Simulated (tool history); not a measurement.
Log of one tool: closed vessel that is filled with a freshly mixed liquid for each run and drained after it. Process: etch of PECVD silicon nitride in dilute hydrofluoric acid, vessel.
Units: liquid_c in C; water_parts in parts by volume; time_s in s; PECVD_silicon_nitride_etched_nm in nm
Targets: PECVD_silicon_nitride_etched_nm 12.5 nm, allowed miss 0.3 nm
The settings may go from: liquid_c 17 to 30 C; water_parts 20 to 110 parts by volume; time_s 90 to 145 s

run  hour  liquid_c  water_parts  time_s  PECVD_silicon_nitride_etched_nm
  1     0        22           60     145                           5.9587
  2   2.2      23.5           60     145                           6.5493
  3  10.4      23.5           60     145                            6.612
  4  16.9      23.5           60      90                           4.1191
  5  19.6      24.5           55     100                           5.2875
  6    27      25.5           50     110                           6.8563
  7  35.6      26.5           45     110                           8.1713
  8  44.3        27           45     110                           8.3099
  9  52.8      27.5           45     110                           8.6514
 10  61.6        28           45     110                           8.9565
 11  65.2      28.5           45     110                           9.2813
 12    68        29           45     110                           9.6018

Which of these 4 next moves meets every target?
  A  70.8      29.5           30      90                                ?
  B  70.8        30           50     140                                ?
  C  70.8      28.5           40     125                                ?
  D  70.8      27.5           40     140                                ?

move  PECVD_silicon_nitride_etched_nm
   A                           12.069
   B                           11.747
   C                           11.852
   D                           12.429
A: nearer than the last run, and not there yet
B: nearer than the last run, and not there yet
C: nearer than the last run, and not there yet
D: meets every target
Move D is the one to make.

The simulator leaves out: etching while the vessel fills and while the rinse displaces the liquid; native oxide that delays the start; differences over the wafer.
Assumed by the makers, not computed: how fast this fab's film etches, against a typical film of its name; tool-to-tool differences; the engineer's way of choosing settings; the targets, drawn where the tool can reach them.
